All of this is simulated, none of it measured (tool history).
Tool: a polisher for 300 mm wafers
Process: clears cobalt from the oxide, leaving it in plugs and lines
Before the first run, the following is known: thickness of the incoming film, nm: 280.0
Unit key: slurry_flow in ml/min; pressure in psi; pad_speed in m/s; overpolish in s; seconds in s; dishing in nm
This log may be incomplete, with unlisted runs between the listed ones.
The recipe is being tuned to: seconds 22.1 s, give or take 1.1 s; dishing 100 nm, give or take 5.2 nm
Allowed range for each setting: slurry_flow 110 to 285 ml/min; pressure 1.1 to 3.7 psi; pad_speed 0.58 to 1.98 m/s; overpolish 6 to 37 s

| run | hour | slurry_flow | pressure | pad_speed | overpolish | seconds | dishing |
|---|---|---|---|---|---|---|---|
| 1 | 0 | 180 | 2.4 | 1.28 | 19 | 32.495 | 88.298 |
| 2 | 3.1 | 160 | 2.4 | 1.28 | 19 | 32.608 | 85.408 |
| 3 | 8.5 | 160 | 2.4 | 1.28 | 23 | 32.417 | 89.517 |
| 4 | 15.9 | 160 | 2.5 | 1.28 | 23 | 31.782 | 92.767 |
| 5 | 19.7 | 160 | 2.5 | 1.28 | 26 | 31.201 | 93.258 |
| 6 | 27.3 | 160 | 2.6 | 1.28 | 25 | 31.701 | 92.581 |
| 7 | 31 | 160 | 2.7 | 1.3 | 25 | 29.564 | 91.794 |
| 8 | 34.3 | 160 | 2.7 | 1.3 | 25 | 29.357 | 96.667 |
| 9 | 40.5 | 160 | 2.8 | 1.3 | 24 | 29.131 | 95.221 |
| 10 | 46.6 | 160 | 2.9 | 1.32 | 23 | 27.008 | 95.246 |
| 11 | 55.4 | 160 | 2.9 | 1.32 | 23 | 27.533 | 93.509 |
| 12 | 58 | 160 | 3 | 1.32 | 23 | 26.336 | 95.076 |
| 13 | 62.2 | 160 | 3.1 | 1.32 | 23 | 25.73 | 94.851 |
| 14 | 70.2 | 165 | 3.3 | 1.34 | 24 | 24.088 | 99.236 |

4 candidate next runs follow, results not yet known. Just one meets every target within its allowed miss. Identify it.
| A | 78.2 | 165 | 3.3 | 1.28 | 29 | ? | ? |
| B | 78.2 | 220 | 3.2 | 1.08 | 30 | ? | ? |
| C | 78.2 | 170 | 3.1 | 1.52 | 26 | ? | ? |
| D | 78.2 | 185 | 3 | 1.38 | 28 | ? | ? |

| move | seconds | dishing |
|---|---|---|
| A | 24.737 | 97.948 |
| B | 28.253 | 96.979 |
| C | 22.328 | 97.819 |
| D | 24.706 | 97.615 |
A: its largest miss is bigger than the last run's
B: its largest miss is bigger than the last run's
C: every result lands within tolerance
D: its largest miss is bigger than the last run's
Answer: C
